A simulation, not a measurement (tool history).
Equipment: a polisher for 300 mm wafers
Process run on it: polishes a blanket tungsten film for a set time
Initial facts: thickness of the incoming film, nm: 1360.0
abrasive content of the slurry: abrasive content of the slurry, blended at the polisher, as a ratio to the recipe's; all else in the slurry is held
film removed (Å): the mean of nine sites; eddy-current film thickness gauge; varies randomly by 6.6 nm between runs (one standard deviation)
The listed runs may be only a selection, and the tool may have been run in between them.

run,hour,flow of slurry (ml/min),pressure of the wafer on the pad (psi),speed of the pad under the wafer (cm/s),abrasive content of the slurry,polishing time (s),film removed (Å)
1,0.0,235,4.8,100,1.0,69,4528.2
2,7.7,235,5.0,100,1.0,69,4778.7
3,16.3,235,5.1,100,1.0,69,4814.6
4,23.5,235,5.1,100,1.0,73,4999.7
5,32.3,235,5.1,76,1.0,73,3872.8
6,38.7,205,5.1,76,1.0,73,3842.3
7,45.0,205,5.4,76,1.0,73,3891.3
8,50.9,215,5.7,76,1.0,73,4123.1

Estimate the outcome of run 9 from the log above:
9,59.6,220,6.0,76,1.0,73,?

{"run 9": {"film removed (Å)": 4313.2}}

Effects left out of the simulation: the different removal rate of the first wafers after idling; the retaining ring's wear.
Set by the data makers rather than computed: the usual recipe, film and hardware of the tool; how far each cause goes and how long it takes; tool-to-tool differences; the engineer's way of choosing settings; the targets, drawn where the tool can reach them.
